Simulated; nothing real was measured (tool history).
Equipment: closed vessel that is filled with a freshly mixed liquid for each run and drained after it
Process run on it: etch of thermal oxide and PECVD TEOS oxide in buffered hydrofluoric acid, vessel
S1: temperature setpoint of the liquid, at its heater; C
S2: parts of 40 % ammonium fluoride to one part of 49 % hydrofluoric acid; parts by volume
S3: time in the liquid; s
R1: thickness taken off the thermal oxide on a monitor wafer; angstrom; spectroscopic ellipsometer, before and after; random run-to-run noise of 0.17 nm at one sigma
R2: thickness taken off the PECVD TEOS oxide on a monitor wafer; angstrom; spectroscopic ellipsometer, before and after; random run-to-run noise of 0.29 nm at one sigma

run	day	S1	S2	S3	R1	R2
1	0	20	21	135	604.67	737.65
2	0.325	20	18	135	704.15	864.24
3	0.512	19	21.5	130	547.04	663.97
4	0.612	18.5	24	125	463.09	560.11
# day 0.925: hydrofluoric acid flow meter replaced
5	0.925	18.5	24	80	279.62	335.74
6	1.204	19	24	80	288.15	351.89
7	1.25	19.5	24	80	297.44	360.94

What will run 8 give?
8	1.392	19.5	24	80	?	?

{"run 8": {"R1": 292.61, "R2": 358.7}}
